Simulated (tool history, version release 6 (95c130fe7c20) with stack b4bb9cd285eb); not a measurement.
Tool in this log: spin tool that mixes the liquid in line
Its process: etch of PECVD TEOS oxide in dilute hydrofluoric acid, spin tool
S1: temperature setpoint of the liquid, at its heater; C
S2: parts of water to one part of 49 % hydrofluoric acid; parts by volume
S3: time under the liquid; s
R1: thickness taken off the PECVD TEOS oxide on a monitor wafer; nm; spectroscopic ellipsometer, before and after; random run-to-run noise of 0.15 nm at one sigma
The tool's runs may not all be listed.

run  hour    S1   S2   S3      R1
  1   0.0  21.0  260  290  23.509
  2   5.4  19.0  260  290  21.758
  3   6.0  19.0  315  290  16.826
  4  11.7  17.0  315  290  15.616
  5  20.4  21.0  305  290  19.036
  6  28.3  18.0  305  290  17.147
  7  29.3  21.5  300  290  20.130

What will run 8 give?
  8  36.3  24.0  300  290   ?

Run 8 gave R1 21.697 nm.
